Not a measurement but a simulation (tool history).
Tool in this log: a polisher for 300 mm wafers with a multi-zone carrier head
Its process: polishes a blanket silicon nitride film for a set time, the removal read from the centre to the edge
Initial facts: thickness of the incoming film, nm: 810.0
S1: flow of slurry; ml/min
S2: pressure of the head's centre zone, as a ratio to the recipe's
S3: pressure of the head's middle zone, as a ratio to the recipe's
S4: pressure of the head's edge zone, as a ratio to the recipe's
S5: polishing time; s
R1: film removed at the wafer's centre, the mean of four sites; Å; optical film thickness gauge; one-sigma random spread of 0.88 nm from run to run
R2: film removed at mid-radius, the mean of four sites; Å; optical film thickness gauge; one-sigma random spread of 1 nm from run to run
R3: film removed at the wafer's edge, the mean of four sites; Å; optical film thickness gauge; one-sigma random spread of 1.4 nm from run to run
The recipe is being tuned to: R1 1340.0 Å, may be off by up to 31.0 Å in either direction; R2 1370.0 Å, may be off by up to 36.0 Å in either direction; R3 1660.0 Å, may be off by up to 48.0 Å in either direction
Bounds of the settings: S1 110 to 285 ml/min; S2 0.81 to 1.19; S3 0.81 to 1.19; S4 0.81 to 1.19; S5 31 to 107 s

{"run": 1, "hour": 0.0, "S1": 180, "S2": 1.0, "S3": 1.0, "S4": 1.0, "S5": 69, "R1": 1417.8, "R2": 1413.5, "R3": 1467.8}
{"run": 2, "hour": 8.0, "S1": 175, "S2": 0.98, "S3": 0.98, "S4": 1.04, "S5": 70, "R1": 1396.6, "R2": 1406.8, "R3": 1484.2}
{"run": 3, "hour": 14.5, "S1": 175, "S2": 0.98, "S3": 0.98, "S4": 1.04, "S5": 78, "R1": 1543.7, "R2": 1594.3, "R3": 1653.5}
{"run": 4, "hour": 16.4, "S1": 175, "S2": 1.02, "S3": 0.98, "S4": 1.04, "S5": 78, "R1": 1620.1, "R2": 1577.0, "R3": 1686.0}
{"run": 5, "hour": 23.3, "S1": 150, "S2": 1.02, "S3": 0.98, "S4": 1.04, "S5": 78, "R1": 1577.0, "R2": 1548.7, "R3": 1659.7}
{"hour": 29.2, "done": "centre zone pressure recalibrated"}
{"run": 6, "hour": 29.2, "S1": 150, "S2": 1.02, "S3": 0.98, "S4": 1.04, "S5": 66, "R1": 1413.0, "R2": 1298.1, "R3": 1397.4}
{"run": 7, "hour": 34.0, "S1": 160, "S2": 0.98, "S3": 0.94, "S4": 1.08, "S5": 69, "R1": 1410.3, "R2": 1343.2, "R3": 1505.6}
{"run": 8, "hour": 39.9, "S1": 160, "S2": 0.95, "S3": 0.92, "S4": 1.11, "S5": 70, "R1": 1411.5, "R2": 1321.3, "R3": 1545.9}
{"run": 9, "hour": 48.6, "S1": 160, "S2": 0.92, "S3": 0.92, "S4": 1.13, "S5": 71, "R1": 1393.7, "R2": 1353.5, "R3": 1574.7}

Below are 4 possible settings for the next run. Only one of them brings all results inside the allowed miss of their targets. Which is it?
{"run": "A", "hour": 57.3, "S1": 140, "S2": 0.89, "S3": 1.0, "S4": 1.12, "S5": 70, "R1": "?", "R2": "?", "R3": "?"}
{"run": "B", "hour": 57.3, "S1": 155, "S2": 0.91, "S3": 0.88, "S4": 1.12, "S5": 74, "R1": "?", "R2": "?", "R3": "?"}
{"run": "C", "hour": 57.3, "S1": 175, "S2": 0.84, "S3": 0.88, "S4": 1.13, "S5": 74, "R1": "?", "R2": "?", "R3": "?"}
{"run": "D", "hour": 57.3, "S1": 140, "S2": 0.92, "S3": 0.94, "S4": 1.12, "S5": 69, "R1": "?", "R2": "?", "R3": "?"}

move=A R1=1293.1 R2=1389.9 R3=1539.6
move=B R1=1422.0 R2=1341.5 R3=1649.0
move=C R1=1337.9 R2=1365.9 R3=1677.9
move=D R1=1317.4 R2=1300.4 R3=1518.8
A: further off than the last run
B: meets the target for the result that was furthest off, but another lies outside its allowed miss
C: every result lands within tolerance
D: further off than the last run
C is the move that brings every result within its allowed miss.

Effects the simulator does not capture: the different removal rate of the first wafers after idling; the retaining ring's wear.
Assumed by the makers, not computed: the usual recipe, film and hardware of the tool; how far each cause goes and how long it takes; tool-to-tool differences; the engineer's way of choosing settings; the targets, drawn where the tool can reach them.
